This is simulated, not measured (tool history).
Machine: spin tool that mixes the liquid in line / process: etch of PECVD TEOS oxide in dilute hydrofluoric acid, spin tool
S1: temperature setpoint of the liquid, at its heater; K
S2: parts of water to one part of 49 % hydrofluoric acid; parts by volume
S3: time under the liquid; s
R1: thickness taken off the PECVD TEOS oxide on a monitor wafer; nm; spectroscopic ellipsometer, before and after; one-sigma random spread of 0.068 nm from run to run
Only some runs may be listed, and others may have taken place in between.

run,hour,S1,S2,S3,R1
1,0,294.15,185,305,16.791
2,8.7,295.15,185,305,17.54
3,15.3,295.65,185,305,17.708
4,22.4,294.15,185,305,16.776
5,30.8,294.15,185,305,16.871
6,35.7,295.15,185,305,17.35

Run 7, settings as shown, results not yet in. Your forecast:
7,38.8,295.65,185,305,?

R1: 17.887 nm

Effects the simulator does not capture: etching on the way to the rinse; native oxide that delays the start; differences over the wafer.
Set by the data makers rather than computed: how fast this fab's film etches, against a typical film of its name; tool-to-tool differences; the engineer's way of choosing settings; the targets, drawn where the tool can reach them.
